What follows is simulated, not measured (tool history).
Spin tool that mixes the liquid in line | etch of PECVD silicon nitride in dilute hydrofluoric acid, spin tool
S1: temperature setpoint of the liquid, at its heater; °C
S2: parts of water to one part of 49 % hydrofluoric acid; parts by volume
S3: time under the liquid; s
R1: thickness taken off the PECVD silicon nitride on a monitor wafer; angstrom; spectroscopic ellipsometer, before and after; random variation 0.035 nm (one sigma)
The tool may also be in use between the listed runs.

run,hour,S1,S2,S3,R1
1,0,24,100,80,16.459
2,1.1,25.5,95,80,19.006
3,9.9,28.5,95,80,22.969
4,17.5,29,95,80,23.864
5,19.5,29.5,95,80,24.643
6,23.2,29.5,95,80,24.348
7,26.3,30,95,80,25.921

Forecast run 8:
8,29.4,30.5,95,80,?

Run 8 gave R1 26.395 angstrom.
